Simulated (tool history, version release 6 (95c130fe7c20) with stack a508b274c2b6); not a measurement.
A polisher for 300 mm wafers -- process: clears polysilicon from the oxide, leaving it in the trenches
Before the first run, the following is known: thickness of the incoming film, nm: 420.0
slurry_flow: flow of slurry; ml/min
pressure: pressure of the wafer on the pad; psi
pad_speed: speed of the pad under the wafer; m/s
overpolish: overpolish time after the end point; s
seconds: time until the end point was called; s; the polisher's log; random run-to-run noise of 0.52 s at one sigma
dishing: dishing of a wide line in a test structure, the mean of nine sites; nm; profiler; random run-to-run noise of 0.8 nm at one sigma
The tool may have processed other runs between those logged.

run,hour,slurry_flow,pressure,pad_speed,overpolish,seconds,dishing
1,0.0,235,2.9,0.80,26,32.924,76.469
2,5.6,235,2.9,0.80,32,32.273,76.875
3,11.2,235,2.9,0.88,32,29.926,76.886
4,13.6,200,2.9,0.88,32,30.798,75.719
5,21.5,145,2.9,0.88,32,31.367,76.737
6,25.9,145,2.9,0.74,32,36.320,76.315
7,31.4,145,2.8,0.74,28,35.926,74.614
8,37.0,145,2.7,0.74,28,36.409,75.071

What will run 9 give?
9,40.5,145,2.5,0.74,27,?,?

{"run 9": {"seconds": 39.018, "dishing": 74.561}}
